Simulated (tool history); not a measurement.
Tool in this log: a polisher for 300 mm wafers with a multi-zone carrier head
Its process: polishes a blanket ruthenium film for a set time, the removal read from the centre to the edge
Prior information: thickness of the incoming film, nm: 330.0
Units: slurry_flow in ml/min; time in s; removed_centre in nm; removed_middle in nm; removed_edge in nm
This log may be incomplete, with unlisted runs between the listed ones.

{"run": 1, "hour": 0.0, "slurry_flow": 220, "centre_zone": 1, "middle_zone": 1, "edge_zone": 1, "time": 40, "removed_centre": 65.513, "removed_middle": 63.84, "removed_edge": 62.724}
{"run": 2, "hour": 2.1, "slurry_flow": 185, "centre_zone": 1, "middle_zone": 1, "edge_zone": 1, "time": 40, "removed_centre": 64.189, "removed_middle": 63.837, "removed_edge": 61.237}
{"run": 3, "hour": 9.2, "slurry_flow": 190, "centre_zone": 0.99, "middle_zone": 0.96, "edge_zone": 0.99, "time": 37, "removed_centre": 58.081, "removed_middle": 55.847, "removed_edge": 57.79}
{"run": 4, "hour": 16.9, "slurry_flow": 185, "centre_zone": 0.99, "middle_zone": 0.94, "edge_zone": 0.96, "time": 35, "removed_centre": 54.388, "removed_middle": 52.5, "removed_edge": 53.94}
{"run": 5, "hour": 23.4, "slurry_flow": 150, "centre_zone": 0.99, "middle_zone": 0.94, "edge_zone": 0.96, "time": 35, "removed_centre": 53.446, "removed_middle": 51.387, "removed_edge": 53.181}
{"run": 6, "hour": 27.6, "slurry_flow": 150, "centre_zone": 1.04, "middle_zone": 0.94, "edge_zone": 0.96, "time": 35, "removed_centre": 56.453, "removed_middle": 51.586, "removed_edge": 53.21}
{"run": 7, "hour": 30.3, "slurry_flow": 150, "centre_zone": 1.03, "middle_zone": 0.92, "edge_zone": 0.95, "time": 34, "removed_centre": 54.888, "removed_middle": 48.778, "removed_edge": 51.341}
{"run": 8, "hour": 33.9, "slurry_flow": 150, "centre_zone": 1.03, "middle_zone": 0.92, "edge_zone": 0.95, "time": 34, "removed_centre": 54.587, "removed_middle": 48.805, "removed_edge": 51.226}
{"run": 9, "hour": 42.2, "slurry_flow": 150, "centre_zone": 1.01, "middle_zone": 0.9, "edge_zone": 0.94, "time": 34, "removed_centre": 53.881, "removed_middle": 48.501, "removed_edge": 51.307}
{"run": 10, "hour": 46.2, "slurry_flow": 150, "centre_zone": 1, "middle_zone": 0.89, "edge_zone": 0.93, "time": 33, "removed_centre": 50.165, "removed_middle": 45.54, "removed_edge": 48.236}

Run 11 is up next; what results do you expect?
{"run": 11, "hour": 52.7, "slurry_flow": 150, "centre_zone": 0.99, "middle_zone": 0.88, "edge_zone": 0.94, "time": 33, "removed_centre": "?", "removed_middle": "?", "removed_edge": "?"}

Logged for run 11: removed_centre 50.653 nm, removed_middle 46.056 nm, removed_edge 50.171 nm.

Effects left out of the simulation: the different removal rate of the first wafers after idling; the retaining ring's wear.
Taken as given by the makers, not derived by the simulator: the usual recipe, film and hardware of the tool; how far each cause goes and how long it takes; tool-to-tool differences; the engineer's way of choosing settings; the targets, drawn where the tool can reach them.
